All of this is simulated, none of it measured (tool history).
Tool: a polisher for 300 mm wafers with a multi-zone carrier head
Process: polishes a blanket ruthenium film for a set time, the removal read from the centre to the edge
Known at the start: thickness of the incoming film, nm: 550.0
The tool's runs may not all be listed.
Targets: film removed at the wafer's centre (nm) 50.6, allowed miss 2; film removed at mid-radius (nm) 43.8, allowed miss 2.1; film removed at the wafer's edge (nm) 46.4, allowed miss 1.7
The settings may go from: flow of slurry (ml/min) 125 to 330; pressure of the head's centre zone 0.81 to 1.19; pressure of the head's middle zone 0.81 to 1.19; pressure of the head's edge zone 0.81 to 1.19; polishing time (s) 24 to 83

| run | hour | flow of slurry (ml/min) | pressure of the head's centre zone | pressure of the head's middle zone | pressure of the head's edge zone | polishing time (s) | film removed at the wafer's centre (nm) | film removed at mid-radius (nm) | film removed at the wafer's edge (nm) |
|---|---|---|---|---|---|---|---|---|---|
| 1 | 0 | 210 | 1 | 1 | 1 | 53 | 91.651 | 88.383 | 90.192 |
| 2 | 6.6 | 200 | 1 | 0.98 | 0.98 | 49 | 84.527 | 79.856 | 81.616 |
| 3 | 10.7 | 200 | 1 | 0.98 | 1.01 | 49 | 83.755 | 79.784 | 82.956 |
| 4 | 18.8 | 200 | 1 | 0.98 | 0.96 | 49 | 84.298 | 83.053 | 82.636 |
| 5 | 21.3 | 190 | 1 | 0.95 | 0.96 | 45 | 75.475 | 69.8 | 73.495 |
| 6 | 24.4 | 190 | 1 | 0.94 | 0.94 | 42 | 71.248 | 66.562 | 69.059 |
| 7 | 28.3 | 185 | 1 | 0.93 | 0.93 | 39 | 65.121 | 61.131 | 62.911 |
| 8 | 32 | 180 | 1 | 0.92 | 0.92 | 37 | 61.791 | 57.387 | 59.876 |
| 9 | 38.9 | 175 | 1 | 0.91 | 0.91 | 36 | 60.227 | 54.171 | 57.591 |
| 10 | 47.1 | 175 | 1 | 0.9 | 0.9 | 35 | 58.907 | 52.482 | 56.444 |
| 11 | 54.3 | 175 | 1 | 0.9 | 0.89 | 34 | 57.026 | 50.04 | 53.196 |
| 12 | 57.2 | 175 | 1 | 0.9 | 0.89 | 34 | 56.365 | 51.134 | 53.65 |
| 13 | 63.3 | 175 | 1 | 0.89 | 0.88 | 34 | 57.13 | 49.8 | 53.151 |
| 14 | 71.1 | 175 | 1 | 0.89 | 0.87 | 34 | 55.758 | 49.773 | 53.296 |
| 15 | 72 | 170 | 1.04 | 0.88 | 0.83 | 26 | 43.49 | 38.412 | 40.156 |
| 16 | 76.4 | 180 | 1.04 | 0.88 | 0.84 | 26 | 43.863 | 38.27 | 41.152 |
| 17 | 84.4 | 175 | 1.04 | 0.88 | 0.85 | 27 | 46.876 | 39.247 | 41.491 |
| 18 | 86 | 175 | 1.04 | 0.88 | 0.86 | 27 | 46.419 | 38.946 | 41.804 |
| 19 | 89.2 | 230 | 1.06 | 0.95 | 0.95 | 30 | 56.005 | 48.201 | 50.23 |

Which of these 4 next moves meets every target?
| A | 92.4 | 265 | 1.09 | 0.96 | 1.03 | 26 | ? | ? | ? |
| B | 92.4 | 220 | 1.02 | 1.05 | 0.89 | 29 | ? | ? | ? |
| C | 92.4 | 255 | 0.97 | 1.01 | 1 | 31 | ? | ? | ? |
| D | 92.4 | 250 | 1.11 | 0.99 | 0.9 | 26 | ? | ? | ? |

| move | film removed at the wafer's centre (nm) | film removed at mid-radius (nm) | film removed at the wafer's edge (nm) |
|---|---|---|---|
| A | 49.836 | 42.715 | 46.27 |
| B | 50.662 | 50.204 | 47.249 |
| C | 52.586 | 52.95 | 54.159 |
| D | 50.378 | 43.534 | 43.158 |
A: meets every target
B: brings the result that was furthest off to its target, and leaves another outside
C: brings the result that was furthest off to its target, and leaves another outside
D: brings the result that was furthest off to its target, and leaves another outside
Answer: A
